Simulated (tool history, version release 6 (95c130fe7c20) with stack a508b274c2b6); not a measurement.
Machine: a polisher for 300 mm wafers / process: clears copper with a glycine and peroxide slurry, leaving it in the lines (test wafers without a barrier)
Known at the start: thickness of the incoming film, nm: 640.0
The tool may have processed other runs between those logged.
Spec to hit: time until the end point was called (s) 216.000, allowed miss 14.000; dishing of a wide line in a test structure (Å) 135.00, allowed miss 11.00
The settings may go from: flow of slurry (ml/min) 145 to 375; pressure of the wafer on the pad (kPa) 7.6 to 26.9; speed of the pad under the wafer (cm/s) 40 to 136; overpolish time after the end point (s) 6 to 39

run	hour	flow of slurry (ml/min)	pressure of the wafer on the pad (kPa)	speed of the pad under the wafer (cm/s)	overpolish time after the end point (s)	time until the end point was called (s)	dishing of a wide line in a test structure (Å)
1	0.0	240	17.2	88	20	117.210	710.98
2	2.0	240	21.4	88	20	98.946	793.55
3	6.8	240	21.4	88	15	98.784	657.32
4	10.1	240	24.8	88	15	84.447	737.17
5	17.3	205	19.3	72	12	126.500	426.81
6	21.8	205	19.3	72	7	125.900	251.02
7	23.6	205	15.9	68	7	157.870	223.67
8	26.1	185	13.1	72	7	170.890	194.29
9	34.8	145	8.3	72	6	243.950	118.61

Which single option among these 5 for the next run brings every result within its allowed miss of target? Just one does.
A	43.5	150	9.7	46	6	?	?
B	43.5	145	7.6	68	6	?	?
C	43.5	145	7.6	72	6	?	?
D	43.5	245	9.7	66	6	?	?
E	43.5	150	7.6	72	6	?	?

move	time until the end point was called (s)	dishing of a wide line in a test structure (Å)
A	288.190	102.78
B	269.080	109.31
C	260.680	112.65
D	217.950	134.27
E	258.750	113.46
A: moves away from the targets compared with the last run
B: moves away from the targets compared with the last run
C: moves away from the targets compared with the last run
D: meets every target
E: moves away from the targets compared with the last run
D meets every target.
